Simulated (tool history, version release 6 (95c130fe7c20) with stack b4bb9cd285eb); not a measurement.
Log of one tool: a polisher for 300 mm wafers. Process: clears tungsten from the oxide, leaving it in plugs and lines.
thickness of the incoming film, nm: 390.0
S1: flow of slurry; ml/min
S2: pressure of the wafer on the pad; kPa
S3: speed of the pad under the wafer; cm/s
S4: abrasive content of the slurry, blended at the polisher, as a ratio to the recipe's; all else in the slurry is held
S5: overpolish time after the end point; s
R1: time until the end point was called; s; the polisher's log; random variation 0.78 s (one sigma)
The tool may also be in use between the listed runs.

run	hour	S1	S2	S3	S4	S5	R1
1	0.0	165	30.3	136	1.0	6	53.177
2	8.9	125	30.3	136	1.0	6	57.162
3	13.8	120	29.6	136	1.0	6	58.863
4	22.6	120	29.0	136	1.0	6	59.825
5	30.9	120	28.3	136	1.0	6	61.208
6	32.1	120	22.1	136	1.0	6	75.812
7	39.3	130	22.8	136	1.0	6	73.836

The next listed run, before its measurement:
8	46.8	140	23.4	136	1.0	6	?

{"run 8": {"R1": 68.935}}
